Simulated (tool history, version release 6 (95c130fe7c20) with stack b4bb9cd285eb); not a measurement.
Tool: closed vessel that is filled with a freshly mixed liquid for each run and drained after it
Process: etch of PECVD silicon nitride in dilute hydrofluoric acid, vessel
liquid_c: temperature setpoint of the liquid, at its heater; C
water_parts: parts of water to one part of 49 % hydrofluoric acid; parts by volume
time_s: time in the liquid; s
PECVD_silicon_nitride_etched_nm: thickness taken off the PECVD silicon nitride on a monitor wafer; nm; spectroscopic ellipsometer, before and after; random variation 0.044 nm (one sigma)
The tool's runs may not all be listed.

| run | hour | liquid_c | water_parts | time_s | PECVD_silicon_nitride_etched_nm |
|---|---|---|---|---|---|
| 1 | 0 | 26 | 210 | 520 | 4.7832 |
| 2 | 9 | 29 | 210 | 520 | 5.6586 |
| 3 | 11.2 | 29 | 210 | 380 | 4.1734 |
| 4 | 15.1 | 29 | 210 | 380 | 4.1306 |
| 5 | 22.8 | 27 | 210 | 380 | 3.7242 |
| 6 | 24.9 | 30.5 | 210 | 380 | 4.6021 |

The next listed run, before its measurement:
| 7 | 28.6 | 31 | 210 | 380 | ? |

PECVD_silicon_nitride_etched_nm: 4.6902 nm

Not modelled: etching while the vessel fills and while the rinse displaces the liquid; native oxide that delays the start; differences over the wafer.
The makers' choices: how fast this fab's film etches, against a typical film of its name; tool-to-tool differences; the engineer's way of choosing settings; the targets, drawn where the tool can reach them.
